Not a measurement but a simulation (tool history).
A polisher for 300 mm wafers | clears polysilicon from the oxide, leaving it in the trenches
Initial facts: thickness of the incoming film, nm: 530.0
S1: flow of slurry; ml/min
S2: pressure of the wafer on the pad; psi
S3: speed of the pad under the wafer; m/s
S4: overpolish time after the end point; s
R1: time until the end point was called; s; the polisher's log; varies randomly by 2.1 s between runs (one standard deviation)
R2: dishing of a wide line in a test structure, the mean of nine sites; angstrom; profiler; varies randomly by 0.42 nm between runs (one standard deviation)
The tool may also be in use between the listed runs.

run  hour   S1   S2    S3  S4      R1      R2
  1     0  290  1.7  0.86  20  95.117  321.83
  2   7.6  290  1.7  0.78  20  104.92  310.51
  3  11.6  290  1.7  0.78  15  105.56  305.25
  4  17.9  290  1.7  0.62  15  131.41  274.81
  5  19.2  290  1.7  0.62  22  131.89  303.98
  6  23.4  290  1.7  0.62  19  132.76  305.91
  7  30.5  290  1.7  0.62  16  132.06  295.62
  8  35.3  290  1.7  0.62  13  130.94  266.78

The next listed run, before its measurement:
  9  37.6  290  1.7  0.62  14   ?   ?

{"run 9": {"R1": 130.6, "R2": 275.35}}
